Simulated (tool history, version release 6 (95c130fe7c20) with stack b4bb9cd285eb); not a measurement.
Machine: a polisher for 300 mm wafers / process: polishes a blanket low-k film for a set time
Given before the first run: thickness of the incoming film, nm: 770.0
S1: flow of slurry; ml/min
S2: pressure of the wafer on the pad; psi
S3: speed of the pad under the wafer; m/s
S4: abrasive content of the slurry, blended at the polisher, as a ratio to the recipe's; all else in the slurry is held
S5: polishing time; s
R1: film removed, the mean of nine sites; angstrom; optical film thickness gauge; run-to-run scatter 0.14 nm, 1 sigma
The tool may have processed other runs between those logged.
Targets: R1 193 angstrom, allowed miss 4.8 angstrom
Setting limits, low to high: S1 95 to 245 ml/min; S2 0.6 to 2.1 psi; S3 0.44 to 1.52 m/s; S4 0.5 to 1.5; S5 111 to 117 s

| run | hour | S1 | S2 | S3 | S4 | S5 | R1 |
|---|---|---|---|---|---|---|---|
| 1 | 0 | 155 | 1.3 | 0.98 | 1 | 111 | 321.73 |
| 2 | 8.4 | 155 | 1.3 | 0.98 | 1 | 111 | 315.33 |
| 3 | 15.2 | 155 | 1.3 | 0.98 | 1 | 111 | 320.92 |
| 4 | 16.8 | 155 | 1.3 | 0.98 | 1 | 111 | 319.02 |
| 5 | 22.2 | 150 | 1.2 | 0.98 | 1 | 111 | 297.3 |
| 6 | 24.8 | 150 | 1.1 | 0.98 | 1 | 111 | 272.37 |
| 7 | 28.3 | 150 | 1.1 | 0.98 | 1 | 111 | 274.27 |
| 8 | 31.3 | 140 | 0.8 | 0.98 | 1 | 111 | 204.46 |
| 9 | 33.8 | 135 | 0.8 | 0.98 | 1 | 111 | 207.7 |

Below are 5 possible settings for the next run. Only one of them brings all results inside the allowed miss of their targets. Which is it?
| A | 36.3 | 130 | 0.7 | 1 | 1.05 | 112 | ? |
| B | 36.3 | 135 | 0.9 | 0.84 | 1.05 | 115 | ? |
| C | 36.3 | 110 | 0.9 | 0.88 | 1.05 | 111 | ? |
| D | 36.3 | 140 | 0.8 | 1 | 1 | 117 | ? |
| E | 36.3 | 95 | 0.9 | 0.92 | 0.95 | 113 | ? |

| move | R1 |
|---|---|
| A | 191.33 |
| B | 216.62 |
| C | 210.57 |
| D | 220.65 |
| E | 206.34 |
A: each result inside its tolerance
B: lands further from the targets than the last run did
C: lands further from the targets than the last run did
D: lands further from the targets than the last run did
E: nearer the targets than the last run, but a result is still out of spec
Move A is the one to make.

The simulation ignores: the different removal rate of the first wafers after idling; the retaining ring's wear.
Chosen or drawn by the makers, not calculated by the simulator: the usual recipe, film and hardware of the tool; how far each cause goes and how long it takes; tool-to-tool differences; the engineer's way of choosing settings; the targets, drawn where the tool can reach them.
